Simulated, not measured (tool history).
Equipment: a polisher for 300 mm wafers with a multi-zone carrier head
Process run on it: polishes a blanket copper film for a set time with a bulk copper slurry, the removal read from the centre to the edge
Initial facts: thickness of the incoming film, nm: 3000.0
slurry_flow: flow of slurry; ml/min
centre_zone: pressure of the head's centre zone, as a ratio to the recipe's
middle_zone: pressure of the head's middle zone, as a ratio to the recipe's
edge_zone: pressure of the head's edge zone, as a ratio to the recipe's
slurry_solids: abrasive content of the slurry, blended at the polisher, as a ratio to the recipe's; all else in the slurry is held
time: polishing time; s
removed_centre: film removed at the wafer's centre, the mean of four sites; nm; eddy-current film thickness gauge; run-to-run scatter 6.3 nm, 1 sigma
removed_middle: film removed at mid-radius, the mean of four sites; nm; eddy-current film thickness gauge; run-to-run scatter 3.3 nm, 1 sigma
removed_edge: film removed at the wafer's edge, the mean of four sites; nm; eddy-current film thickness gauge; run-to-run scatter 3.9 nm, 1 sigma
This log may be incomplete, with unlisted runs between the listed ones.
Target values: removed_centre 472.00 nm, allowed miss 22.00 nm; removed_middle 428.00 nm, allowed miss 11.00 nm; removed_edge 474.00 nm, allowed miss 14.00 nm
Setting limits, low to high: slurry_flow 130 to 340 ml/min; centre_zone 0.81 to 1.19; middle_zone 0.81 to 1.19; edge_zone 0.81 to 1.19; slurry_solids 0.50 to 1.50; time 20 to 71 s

run  hour  slurry_flow  centre_zone  middle_zone  edge_zone  slurry_solids  time  removed_centre  removed_middle  removed_edge
  1   0.0          220         1.00         1.00       1.00           1.00    45          750.99          737.85        701.99
  2   6.5          250         1.00         1.00       1.00           1.00    45          768.05          741.94        731.04
  3  11.1          275         1.00         1.00       1.00           1.00    45          789.54          760.27        729.50
  4  12.4          275         1.00         1.00       1.00           1.10    45          790.30          768.26        736.63
  5  17.0          275         1.00         1.04       1.00           1.10    45          800.01          797.54        742.35
  6  21.0          275         1.00         1.04       1.00           0.90    45          760.90          753.23        702.96
  7  23.1          260         0.98         0.98       0.99           0.80    41          664.52          637.16        628.90
  8  27.9          250         0.96         0.93       0.97           0.70    39          598.33          566.93        567.34
  9  30.3          240         0.95         0.89       0.98           0.65    37          540.33          508.65        539.27
 10  38.4          225         0.95         0.87       0.96           0.60    36          518.49          471.69        504.83
 11  46.2          205         0.94         0.86       0.95           0.60    36          508.77          463.52        496.80

Which single option among these 4 for the next run brings every result within its allowed miss of target? Just one does.
  A  54.0          155         0.82         0.83       1.09           0.55    36               ?               ?             ?
  B  54.0          210         0.98         0.88       1.05           0.50    34               ?               ?             ?
  C  54.0          210         0.82         0.87       1.03           0.60    35               ?               ?             ?
  D  54.0          195         0.89         0.86       0.99           0.55    36               ?               ?             ?

move  removed_centre  removed_middle  removed_edge
   A          419.65          424.74        508.45
   B          485.77          428.99        476.63
   C          436.56          455.36        505.20
   D          472.36          451.25        496.91
A: corrects the largest miss of the last run, while another result sits out of spec
B: every result within its allowed miss
C: closes in on the targets versus the last run, not all within tolerance yet
D: closes in on the targets versus the last run, not all within tolerance yet
B meets every target.

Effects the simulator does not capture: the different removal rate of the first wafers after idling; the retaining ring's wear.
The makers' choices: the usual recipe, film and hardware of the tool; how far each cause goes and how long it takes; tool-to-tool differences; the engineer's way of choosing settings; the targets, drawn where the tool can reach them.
